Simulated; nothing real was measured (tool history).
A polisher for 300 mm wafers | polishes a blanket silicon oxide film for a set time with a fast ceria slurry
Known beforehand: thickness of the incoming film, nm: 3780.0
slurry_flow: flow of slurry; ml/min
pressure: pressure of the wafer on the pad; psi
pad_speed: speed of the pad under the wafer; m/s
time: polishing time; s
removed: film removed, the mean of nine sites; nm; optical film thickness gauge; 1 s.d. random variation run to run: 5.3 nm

{"run": 1, "hour": 0.0, "slurry_flow": 220, "pressure": 2.3, "pad_speed": 1.02, "time": 40, "removed": 636.56}
{"run": 2, "hour": 6.8, "slurry_flow": 220, "pressure": 2.3, "pad_speed": 1.16, "time": 40, "removed": 709.33}
{"run": 3, "hour": 15.4, "slurry_flow": 220, "pressure": 2.1, "pad_speed": 1.16, "time": 40, "removed": 655.67}
{"run": 4, "hour": 17.5, "slurry_flow": 185, "pressure": 2.1, "pad_speed": 1.16, "time": 40, "removed": 647.64}
{"run": 5, "hour": 23.8, "slurry_flow": 185, "pressure": 2.4, "pad_speed": 1.16, "time": 40, "removed": 723.91}
{"run": 6, "hour": 31.8, "slurry_flow": 185, "pressure": 2.2, "pad_speed": 1.16, "time": 40, "removed": 666.73}
{"run": 7, "hour": 34.9, "slurry_flow": 185, "pressure": 2, "pad_speed": 1.16, "time": 40, "removed": 626.36}

What does the tool deliver on the next run?
{"run": 8, "hour": 41.9, "slurry_flow": 185, "pressure": 1.9, "pad_speed": 1.16, "time": 40, "removed": "?"}

{"run 8": {"removed": 597.47}}
